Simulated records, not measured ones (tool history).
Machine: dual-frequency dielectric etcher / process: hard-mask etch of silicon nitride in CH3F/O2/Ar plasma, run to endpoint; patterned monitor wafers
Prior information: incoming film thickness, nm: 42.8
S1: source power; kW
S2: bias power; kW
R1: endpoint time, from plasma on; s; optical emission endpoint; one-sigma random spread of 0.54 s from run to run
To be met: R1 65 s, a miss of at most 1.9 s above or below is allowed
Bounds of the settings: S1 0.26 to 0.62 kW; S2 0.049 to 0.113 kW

run 1 hour=0 | S1=0.44 S2=0.081 | R1=55.05
run 2 hour=6.5 | S1=0.41 S2=0.078 | R1=56.91
run 3 hour=14.8 | S1=0.46 S2=0.078 | R1=54.579
run 4 hour=19 | S1=0.42 S2=0.075 | R1=58.185
run 5 hour=21.4 | S1=0.42 S2=0.067 | R1=59.538
run 6 hour=29.8 | S1=0.4 S2=0.066 | R1=60.857
run 7 hour=31 | S1=0.33 S2=0.061 | R1=69.628
run 8 hour=38.7 | S1=0.34 S2=0.061 | R1=67.357
run 9 hour=39.2 | S1=0.34 S2=0.061 | R1=68.099
run 10 hour=41.9 | S1=0.35 S2=0.061 | R1=66.227

5 candidate next runs follow, results not yet known. Just one meets every target within its allowed miss. Identify it.
run A hour=44.6 | S1=0.31 S2=0.065 | R1=?
run B hour=44.6 | S1=0.32 S2=0.057 | R1=?
run C hour=44.6 | S1=0.37 S2=0.062 | R1=?
run D hour=44.6 | S1=0.34 S2=0.06 | R1=?
run E hour=44.6 | S1=0.34 S2=0.054 | R1=?

move=A R1=70.78
move=B R1=72.238
move=C R1=65.663
move=D R1=69.084
move=E R1=71.075
A: the biggest miss grows against the last run
B: the biggest miss grows against the last run
C: every result lands within tolerance
D: the biggest miss grows against the last run
E: the biggest miss grows against the last run
C meets every target.
